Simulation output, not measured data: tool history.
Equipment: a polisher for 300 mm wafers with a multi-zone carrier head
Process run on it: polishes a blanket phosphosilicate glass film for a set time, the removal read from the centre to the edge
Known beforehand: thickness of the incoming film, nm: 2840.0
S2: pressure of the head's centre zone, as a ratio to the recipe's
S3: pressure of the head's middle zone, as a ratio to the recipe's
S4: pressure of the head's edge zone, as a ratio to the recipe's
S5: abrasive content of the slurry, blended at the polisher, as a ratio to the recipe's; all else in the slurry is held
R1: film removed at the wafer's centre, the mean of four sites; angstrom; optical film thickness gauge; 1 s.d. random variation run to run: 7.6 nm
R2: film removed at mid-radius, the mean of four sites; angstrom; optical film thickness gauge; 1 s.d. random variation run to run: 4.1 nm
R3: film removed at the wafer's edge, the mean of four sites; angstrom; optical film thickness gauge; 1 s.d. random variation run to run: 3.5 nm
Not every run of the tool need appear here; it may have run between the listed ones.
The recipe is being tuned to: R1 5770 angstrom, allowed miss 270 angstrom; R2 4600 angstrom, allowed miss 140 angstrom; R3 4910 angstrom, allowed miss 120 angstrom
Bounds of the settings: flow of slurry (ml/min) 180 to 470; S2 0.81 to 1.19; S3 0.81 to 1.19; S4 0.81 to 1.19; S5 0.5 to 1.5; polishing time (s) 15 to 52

{"run": 1, "hour": 0.0, "flow of slurry (ml/min)": 300, "S2": 1, "S3": 1, "S4": 1, "S5": 1, "polishing time (s)": 33, "R1": 3443.4, "R2": 3446.5, "R3": 3556.1}
{"run": 2, "hour": 3.9, "flow of slurry (ml/min)": 300, "S2": 1.06, "S3": 1, "S4": 1, "S5": 1, "polishing time (s)": 33, "R1": 3631.5, "R2": 3452.6, "R3": 3533.2}
{"run": 3, "hour": 8.3, "flow of slurry (ml/min)": 300, "S2": 1.06, "S3": 1, "S4": 1, "S5": 1, "polishing time (s)": 30, "R1": 3275.6, "R2": 3145.9, "R3": 3236}
{"run": 4, "hour": 9.3, "flow of slurry (ml/min)": 315, "S2": 1.09, "S3": 0.99, "S4": 1, "S5": 1.1, "polishing time (s)": 31, "R1": 3699.7, "R2": 3374.6, "R3": 3500.4}
{"run": 5, "hour": 14.0, "flow of slurry (ml/min)": 330, "S2": 1.11, "S3": 0.99, "S4": 1.01, "S5": 1.2, "polishing time (s)": 32, "R1": 4083.5, "R2": 3596.1, "R3": 3810.2}
{"run": 6, "hour": 15.2, "flow of slurry (ml/min)": 345, "S2": 1.13, "S3": 0.99, "S4": 1.01, "S5": 1.25, "polishing time (s)": 33, "R1": 4424.3, "R2": 3822.1, "R3": 3959.3}
{"run": 7, "hour": 16.1, "flow of slurry (ml/min)": 350, "S2": 1.14, "S3": 0.99, "S4": 1.02, "S5": 1.3, "polishing time (s)": 34, "R1": 4593.3, "R2": 3988.8, "R3": 4144.7}
{"run": 8, "hour": 24.0, "flow of slurry (ml/min)": 355, "S2": 1.15, "S3": 0.98, "S4": 1.02, "S5": 1.35, "polishing time (s)": 35, "R1": 4790.2, "R2": 4107.9, "R3": 4399.8}
{"run": 9, "hour": 30.4, "flow of slurry (ml/min)": 355, "S2": 1.15, "S3": 0.98, "S4": 1.02, "S5": 1.35, "polishing time (s)": 35, "R1": 4853.6, "R2": 4232.2, "R3": 4326.4}
{"run": 10, "hour": 34.5, "flow of slurry (ml/min)": 370, "S2": 1.16, "S3": 0.96, "S4": 1.02, "S5": 1.4, "polishing time (s)": 36, "R1": 5215.2, "R2": 4337.6, "R3": 4608}
{"run": 11, "hour": 40.1, "flow of slurry (ml/min)": 370, "S2": 1.16, "S3": 0.96, "S4": 1.02, "S5": 1.4, "polishing time (s)": 36, "R1": 5005.4, "R2": 4292.4, "R3": 4559.9}
{"run": 12, "hour": 42.0, "flow of slurry (ml/min)": 340, "S2": 1.17, "S3": 0.97, "S4": 1.02, "S5": 1.4, "polishing time (s)": 36, "R1": 5086.5, "R2": 4259, "R3": 4524.7}
{"run": 13, "hour": 48.2, "flow of slurry (ml/min)": 360, "S2": 1.17, "S3": 0.96, "S4": 1.01, "S5": 1.4, "polishing time (s)": 36, "R1": 5202.6, "R2": 4267.2, "R3": 4567.8}
{"run": 14, "hour": 52.5, "flow of slurry (ml/min)": 370, "S2": 1.17, "S3": 0.96, "S4": 1.01, "S5": 1.4, "polishing time (s)": 36, "R1": 5175.8, "R2": 4315.4, "R3": 4545.2}
{"run": 15, "hour": 58.5, "flow of slurry (ml/min)": 380, "S2": 1.17, "S3": 0.95, "S4": 1.01, "S5": 1.4, "polishing time (s)": 36, "R1": 5179.7, "R2": 4319.4, "R3": 4591}

Pick the move, out of 5, that brings all results within their allowed miss; only one does.
{"run": "A", "hour": 64.5, "flow of slurry (ml/min)": 355, "S2": 0.99, "S3": 1, "S4": 1.16, "S5": 1.5, "polishing time (s)": 36, "R1": "?", "R2": "?", "R3": "?"}
{"run": "B", "hour": 64.5, "flow of slurry (ml/min)": 385, "S2": 1.19, "S3": 0.96, "S4": 1.01, "S5": 1.5, "polishing time (s)": 38, "R1": "?", "R2": "?", "R3": "?"}
{"run": "C", "hour": 64.5, "flow of slurry (ml/min)": 445, "S2": 1.06, "S3": 0.99, "S4": 1.09, "S5": 1.35, "polishing time (s)": 37, "R1": "?", "R2": "?", "R3": "?"}
{"run": "D", "hour": 64.5, "flow of slurry (ml/min)": 340, "S2": 1.07, "S3": 0.81, "S4": 1.07, "S5": 1.45, "polishing time (s)": 36, "R1": "?", "R2": "?", "R3": "?"}
{"run": "E", "hour": 64.5, "flow of slurry (ml/min)": 345, "S2": 1.09, "S3": 0.89, "S4": 1.06, "S5": 1.4, "polishing time (s)": 37, "R1": "?", "R2": "?", "R3": "?"}

move=A R1=4483.7 R2=4507.6 R3=5039.2
move=B R1=5668.4 R2=4623.5 R3=4990.8
move=C R1=4808.1 R2=4486.2 R3=4883.7
move=D R1=4737.8 R2=3722.6 R3=4775.2
move=E R1=4899 R2=4083.7 R3=4819.7
A: the result that was furthest off in the last run now lies on the other side of its target
B: hits every target within its allowed miss
C: gets the furthest-off result to its target, but another result is out of tolerance
D: further off than the last run
E: gets the furthest-off result to its target, but another result is out of tolerance
The move that meets every target is B.
